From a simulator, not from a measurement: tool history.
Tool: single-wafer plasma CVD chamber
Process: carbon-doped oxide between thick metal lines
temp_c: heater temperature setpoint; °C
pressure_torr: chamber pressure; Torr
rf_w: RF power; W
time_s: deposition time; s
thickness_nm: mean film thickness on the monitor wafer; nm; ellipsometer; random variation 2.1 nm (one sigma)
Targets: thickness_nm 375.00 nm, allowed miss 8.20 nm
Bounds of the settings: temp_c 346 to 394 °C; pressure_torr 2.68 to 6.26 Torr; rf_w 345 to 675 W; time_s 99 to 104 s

| run | day | temp_c | pressure_torr | rf_w | time_s | thickness_nm |
|---|---|---|---|---|---|---|
| 1 | 0.000 | 370 | 4.47 | 510 | 104 | 475.41 |
| 2 | 0.046 | 371 | 4.29 | 480 | 103 | 447.95 |
| 3 | 0.246 | 371 | 4.29 | 480 | 104 | 447.32 |
| 4 | 0.546 | 371 | 4.29 | 480 | 104 | 449.84 |
| 5 | 0.842 | 371 | 3.60 | 480 | 104 | 441.25 |
| 6 | 1.125 | 371 | 2.92 | 480 | 104 | 431.93 |
| 7 | 1.321 | 372 | 2.87 | 465 | 104 | 417.84 |
| 8 | 1.538 | 373 | 2.83 | 455 | 104 | 418.50 |
| 9 | 1.567 | 373 | 2.78 | 375 | 101 | 336.70 |
| 10 | 1.633 | 373 | 2.78 | 375 | 101 | 337.08 |
| 11 | 1.662 | 369 | 3.67 | 440 | 102 | 402.57 |
| 12 | 1.838 | 378 | 2.94 | 430 | 102 | 388.04 |

4 next moves are on the table. One of them brings every result within its allowed miss. Which?
| A | 2.012 | 372 | 2.88 | 430 | 99 | ? |
| B | 2.012 | 392 | 2.95 | 440 | 104 | ? |
| C | 2.012 | 377 | 2.85 | 385 | 104 | ? |
| D | 2.012 | 389 | 3.80 | 380 | 103 | ? |

| move | thickness_nm |
|---|---|
| A | 377.10 |
| B | 391.61 |
| C | 355.94 |
| D | 349.99 |
A: meets every target
B: further off than the last run
C: takes the result that was furthest off past its target
D: takes the result that was furthest off past its target
Answer: A
